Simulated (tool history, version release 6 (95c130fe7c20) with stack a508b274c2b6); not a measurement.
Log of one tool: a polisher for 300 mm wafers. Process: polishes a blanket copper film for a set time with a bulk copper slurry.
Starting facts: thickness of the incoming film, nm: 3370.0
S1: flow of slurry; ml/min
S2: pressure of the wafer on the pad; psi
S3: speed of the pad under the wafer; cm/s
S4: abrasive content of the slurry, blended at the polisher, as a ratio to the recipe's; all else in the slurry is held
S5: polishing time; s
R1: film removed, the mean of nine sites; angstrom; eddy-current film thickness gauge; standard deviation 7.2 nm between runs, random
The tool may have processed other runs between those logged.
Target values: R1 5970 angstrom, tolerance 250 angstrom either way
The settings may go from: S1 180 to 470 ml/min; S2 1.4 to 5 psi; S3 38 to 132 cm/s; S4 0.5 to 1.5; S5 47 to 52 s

run  hour   S1   S2  S3  S4  S5      R1
  1     0  300  3.2  84   1  52  4846.2
  2   5.4  300  3.4  84   1  52  5201.5
  3  11.6  300  3.5  84   1  52  5294.3
  4  19.3  300  3.6  84   1  52    5485
  5    22  300  3.6  84   1  47  4955.9
  6  24.4  300  3.8  84   1  47  5241.5
  7    30  300    4  84   1  47  5680.5
  8  36.9  300  4.1  84   1  47  5663.8

Of the 5 settings listed for the next run, only one would bring every result within its allowed miss of target. Which one?
  A  43.8  425  4.2  74     1  47   ?
  B  43.8  185  4.2  90   1.2  47   ?
  C  43.8  310    4  78   1.1  48   ?
  D  43.8  305  3.9  82  0.95  47   ?
  E  43.8  270  4.1  76  1.05  48   ?

move      R1
   A  5330.9
   B  6095.4
   C  5427.7
   D  5280.5
   E  5297.4
A: moves away from the targets compared with the last run
B: hits every target within its allowed miss
C: moves away from the targets compared with the last run
D: moves away from the targets compared with the last run
E: moves away from the targets compared with the last run
The move that meets every target is B.
